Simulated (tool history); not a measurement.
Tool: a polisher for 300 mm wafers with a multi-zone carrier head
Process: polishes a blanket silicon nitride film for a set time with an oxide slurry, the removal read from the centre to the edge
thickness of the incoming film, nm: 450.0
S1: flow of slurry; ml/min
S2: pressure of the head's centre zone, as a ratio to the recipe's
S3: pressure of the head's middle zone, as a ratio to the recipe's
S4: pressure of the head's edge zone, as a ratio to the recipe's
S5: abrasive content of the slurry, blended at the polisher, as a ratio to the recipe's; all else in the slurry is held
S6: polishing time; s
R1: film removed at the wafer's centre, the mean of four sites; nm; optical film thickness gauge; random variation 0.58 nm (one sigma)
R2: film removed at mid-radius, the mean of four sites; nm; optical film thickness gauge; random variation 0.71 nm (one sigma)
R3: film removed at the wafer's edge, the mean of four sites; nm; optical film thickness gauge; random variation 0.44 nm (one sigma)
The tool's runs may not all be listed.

{"run": 1, "hour": 0.0, "S1": 235, "S2": 1.0, "S3": 1.0, "S4": 1.0, "S5": 1.0, "S6": 51, "R1": 42.234, "R2": 40.291, "R3": 41.749}
{"run": 2, "hour": 6.4, "S1": 235, "S2": 1.0, "S3": 1.0, "S4": 1.0, "S5": 1.0, "S6": 56, "R1": 45.335, "R2": 44.241, "R3": 45.944}
{"run": 3, "hour": 8.0, "S1": 235, "S2": 1.0, "S3": 1.07, "S4": 1.0, "S5": 1.0, "S6": 56, "R1": 46.739, "R2": 47.778, "R3": 45.815}
{"run": 4, "hour": 11.5, "S1": 235, "S2": 1.0, "S3": 1.02, "S4": 1.0, "S5": 1.0, "S6": 56, "R1": 46.123, "R2": 46.09, "R3": 45.458}
{"run": 5, "hour": 15.4, "S1": 235, "S2": 1.0, "S3": 1.02, "S4": 1.0, "S5": 1.0, "S6": 43, "R1": 35.118, "R2": 34.687, "R3": 35.069}
{"run": 6, "hour": 21.9, "S1": 235, "S2": 1.0, "S3": 1.02, "S4": 1.0, "S5": 1.0, "S6": 52, "R1": 42.221, "R2": 41.98, "R3": 42.302}

Run 7 comes next. What will it give?
{"run": 7, "hour": 27.9, "S1": 240, "S2": 0.99, "S3": 1.03, "S4": 1.05, "S5": 1.15, "S6": 53, "R1": "?", "R2": "?", "R3": "?"}

R1: 45.902 nm
R2: 46.082 nm
R3: 46.137 nm

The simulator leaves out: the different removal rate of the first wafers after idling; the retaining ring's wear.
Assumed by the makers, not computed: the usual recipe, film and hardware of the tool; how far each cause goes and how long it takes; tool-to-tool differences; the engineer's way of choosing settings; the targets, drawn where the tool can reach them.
